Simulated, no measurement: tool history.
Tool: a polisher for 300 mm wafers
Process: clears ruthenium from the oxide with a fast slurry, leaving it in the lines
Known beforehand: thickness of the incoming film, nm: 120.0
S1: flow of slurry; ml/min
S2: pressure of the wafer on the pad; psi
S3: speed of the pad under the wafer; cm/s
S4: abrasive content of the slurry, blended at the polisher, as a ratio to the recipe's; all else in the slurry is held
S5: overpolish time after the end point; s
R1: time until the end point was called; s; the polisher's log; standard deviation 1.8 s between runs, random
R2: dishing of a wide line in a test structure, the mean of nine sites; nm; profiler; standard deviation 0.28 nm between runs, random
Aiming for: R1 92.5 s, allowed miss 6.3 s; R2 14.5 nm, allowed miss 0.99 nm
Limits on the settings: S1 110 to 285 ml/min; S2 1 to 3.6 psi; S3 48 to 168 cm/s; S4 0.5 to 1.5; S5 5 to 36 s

{"run": 1, "day": 0.0, "S1": 180, "S2": 2.3, "S3": 108, "S4": 1, "S5": 18, "R1": 38.169, "R2": 43.711}
{"run": 2, "day": 0.367, "S1": 180, "S2": 2, "S3": 94, "S4": 1, "S5": 15, "R1": 46.877, "R2": 29.123}
{"run": 3, "day": 0.442, "S1": 180, "S2": 2, "S3": 94, "S4": 1.2, "S5": 15, "R1": 43.182, "R2": 32.018}
{"run": 4, "day": 0.608, "S1": 180, "S2": 1.7, "S3": 82, "S4": 1.2, "S5": 15, "R1": 55.029, "R2": 26.607}
{"run": 5, "day": 0.925, "S1": 180, "S2": 1.5, "S3": 74, "S4": 1.2, "S5": 14, "R1": 68.173, "R2": 20.54}
{"run": 6, "day": 0.954, "S1": 180, "S2": 1.5, "S3": 74, "S4": 1, "S5": 14, "R1": 72.088, "R2": 19.176}
{"run": 7, "day": 1.25, "S1": 180, "S2": 1.4, "S3": 74, "S4": 1, "S5": 14, "R1": 76.811, "R2": 18.45}
{"run": 8, "day": 1.462, "S1": 180, "S2": 1.3, "S3": 74, "S4": 1, "S5": 14, "R1": 81.047, "R2": 17.408}
{"run": 9, "day": 1.717, "S1": 180, "S2": 1.2, "S3": 74, "S4": 1, "S5": 14, "R1": 89.161, "R2": 15.639}

Next run, 5 choices. One meets every target within its allowed miss, the rest don't. Which?
{"run": "A", "day": 1.971, "S1": 140, "S2": 1.1, "S3": 90, "S4": 0.9, "S5": 14, "R1": "?", "R2": "?"}
{"run": "B", "day": 1.971, "S1": 215, "S2": 1.8, "S3": 50, "S4": 1.1, "S5": 14, "R1": "?", "R2": "?"}
{"run": "C", "day": 1.971, "S1": 150, "S2": 1.4, "S3": 74, "S4": 1.05, "S5": 13, "R1": "?", "R2": "?"}
{"run": "D", "day": 1.971, "S1": 165, "S2": 1, "S3": 84, "S4": 0.9, "S5": 17, "R1": "?", "R2": "?"}
{"run": "E", "day": 1.971, "S1": 160, "S2": 1, "S3": 86, "S4": 0.9, "S5": 13, "R1": "?", "R2": "?"}

move=A R1=86.139 R2=16.958
move=B R1=87.363 R2=16.741
move=C R1=79.11 R2=17.13
move=D R1=95.053 R2=18.501
move=E R1=93.44 R2=14.697
A: lands further from the targets than the last run did
B: lands further from the targets than the last run did
C: lands further from the targets than the last run did
D: lands further from the targets than the last run did
E: meets every target
E meets every target.
